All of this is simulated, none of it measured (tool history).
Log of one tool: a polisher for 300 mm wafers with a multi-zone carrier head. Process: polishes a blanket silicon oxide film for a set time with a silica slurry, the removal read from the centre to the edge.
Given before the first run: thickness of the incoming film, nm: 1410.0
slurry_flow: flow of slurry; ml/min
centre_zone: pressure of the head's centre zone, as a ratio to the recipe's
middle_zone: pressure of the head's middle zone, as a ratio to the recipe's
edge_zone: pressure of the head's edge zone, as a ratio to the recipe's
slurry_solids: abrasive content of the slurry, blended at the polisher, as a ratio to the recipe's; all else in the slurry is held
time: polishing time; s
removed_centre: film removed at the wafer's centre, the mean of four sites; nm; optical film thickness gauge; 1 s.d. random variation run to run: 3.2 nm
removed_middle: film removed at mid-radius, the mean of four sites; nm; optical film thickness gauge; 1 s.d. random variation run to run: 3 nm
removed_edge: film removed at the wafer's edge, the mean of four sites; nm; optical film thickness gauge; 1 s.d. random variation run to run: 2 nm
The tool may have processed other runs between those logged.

run  hour  slurry_flow  centre_zone  middle_zone  edge_zone  slurry_solids  time  removed_centre  removed_middle  removed_edge
  1     0          175            1            1          1              1    87          263.14          279.13        292.64
  2   6.6          185         1.01         0.98       1.03              1    87          274.49          278.62        301.72
  3  12.7          185         1.01         0.98       0.98              1    87          272.62          277.71        298.85
  4  14.2          185         1.01         0.98       0.98              1    67          209.65          212.67        227.12
  5  20.7          185         1.01         0.95       0.98              1    67          213.62          204.94           227
     24.5  -- edge zone pressure recalibrated
  6  24.5          185         0.93         0.95       0.98              1    67          190.93          211.48        216.74
  7  27.2          175         0.98         0.98       1.04           1.15    67          210.46          221.09        233.33

Run 8, settings as shown, results not yet in. Your forecast:
  8  29.9          175         0.98         0.96       1.08           1.25    71               ?               ?             ?

Run 8 produced removed_centre 233.35 nm, removed_middle 236.74 nm, removed_edge 261.48 nm.
